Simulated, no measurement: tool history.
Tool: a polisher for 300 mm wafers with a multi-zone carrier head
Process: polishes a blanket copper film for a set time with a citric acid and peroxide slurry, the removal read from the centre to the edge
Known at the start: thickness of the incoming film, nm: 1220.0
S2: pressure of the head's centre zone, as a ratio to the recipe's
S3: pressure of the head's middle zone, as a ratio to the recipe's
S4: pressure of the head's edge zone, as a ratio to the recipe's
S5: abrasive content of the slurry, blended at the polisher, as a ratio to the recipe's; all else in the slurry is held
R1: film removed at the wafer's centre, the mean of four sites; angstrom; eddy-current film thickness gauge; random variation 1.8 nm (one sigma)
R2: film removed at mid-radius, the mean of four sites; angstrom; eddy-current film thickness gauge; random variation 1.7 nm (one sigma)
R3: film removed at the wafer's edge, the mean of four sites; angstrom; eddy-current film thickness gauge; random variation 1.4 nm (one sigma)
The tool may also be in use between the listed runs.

run 1 hour=0 | flow_of_slurry_(ml/min)=305 S2=1 S3=1 S4=1 S5=1 polishing_time_(s)=86 | R1=1218.6 R2=1237.3 R3=1245.7
run 2 hour=5.4 | flow_of_slurry_(ml/min)=310 S2=1.01 S3=1.02 S4=1.04 S5=1.15 polishing_time_(s)=89 | R1=1331.3 R2=1353.9 R3=1344.6
run 3 hour=6.3 | flow_of_slurry_(ml/min)=310 S2=1.01 S3=1.03 S4=1.07 S5=1.25 polishing_time_(s)=92 | R1=1368.2 R2=1425.7 R3=1451.9
run 4 hour=9.7 | flow_of_slurry_(ml/min)=315 S2=1.03 S3=1.05 S4=1.09 S5=1.3 polishing_time_(s)=94 | R1=1483 R2=1520.5 R3=1501.5
run 5 hour=16.9 | flow_of_slurry_(ml/min)=320 S2=1.03 S3=1.06 S4=1.11 S5=1.35 polishing_time_(s)=95 | R1=1508.8 R2=1553.7 R3=1562.2
run 6 hour=18.5 | flow_of_slurry_(ml/min)=320 S2=1.03 S3=1.06 S4=1.11 S5=1.35 polishing_time_(s)=82 | R1=1271.9 R2=1351.8 R3=1344.3
run 7 hour=24.7 | flow_of_slurry_(ml/min)=325 S2=1.04 S3=1.07 S4=1.13 S5=1.4 polishing_time_(s)=86 | R1=1379.1 R2=1421.9 R3=1419
run 8 hour=31 | flow_of_slurry_(ml/min)=325 S2=1.04 S3=1.08 S4=1.14 S5=1.45 polishing_time_(s)=90 | R1=1435.1 R2=1533.4 R3=1492.3
run 9 hour=37 | flow_of_slurry_(ml/min)=330 S2=1.04 S3=1.08 S4=1.15 S5=1.45 polishing_time_(s)=93 | R1=1494.2 R2=1602.5 R3=1577.3

Run 10 comes next. What will it give?
run 10 hour=38.9 | flow_of_slurry_(ml/min)=340 S2=1.05 S3=1.08 S4=1.16 S5=1.45 polishing_time_(s)=94 | R1=? R2=? R3=?

{"run 10": {"R1": 1559.9, "R2": 1594.8, "R3": 1596.7}}
